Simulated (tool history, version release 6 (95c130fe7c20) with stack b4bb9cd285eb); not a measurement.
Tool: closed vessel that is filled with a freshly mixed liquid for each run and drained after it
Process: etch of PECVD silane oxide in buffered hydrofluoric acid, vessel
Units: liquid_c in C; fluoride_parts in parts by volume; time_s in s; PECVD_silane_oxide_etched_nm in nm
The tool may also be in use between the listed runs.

Run 1, hour 0.0: liquid_c 21.0 C, fluoride_parts 11.5 parts by volume, time_s 30 s. Result: PECVD_silane_oxide_etched_nm 75.527 nm.
Run 2, hour 3.4: liquid_c 21.0 C, fluoride_parts 11.5 parts by volume, time_s 30 s. Result: PECVD_silane_oxide_etched_nm 74.719 nm.
Run 3, hour 10.4: liquid_c 24.0 C, fluoride_parts 11.5 parts by volume, time_s 30 s. Result: PECVD_silane_oxide_etched_nm 87.304 nm.
Run 4, hour 12.8: liquid_c 22.5 C, fluoride_parts 12.5 parts by volume, time_s 30 s. Result: PECVD_silane_oxide_etched_nm 74.596 nm.
Run 5, hour 20.2: liquid_c 21.5 C, fluoride_parts 13.0 parts by volume, time_s 30 s. Result: PECVD_silane_oxide_etched_nm 67.290 nm.
Run 6, hour 26.9: liquid_c 20.5 C, fluoride_parts 13.5 parts by volume, time_s 30 s. Result: PECVD_silane_oxide_etched_nm 61.420 nm.
Run 7, hour 30.2: liquid_c 20.0 C, fluoride_parts 14.0 parts by volume, time_s 30 s. Result: PECVD_silane_oxide_etched_nm 58.377 nm.

Run 8 comes next. What will it give?
Run 8, hour 35.4: liquid_c 19.5 C, fluoride_parts 14.5 parts by volume, time_s 30 s. Result: PECVD_silane_oxide_etched_nm ?.

{"run 8": {"PECVD_silane_oxide_etched_nm": 54.15}}
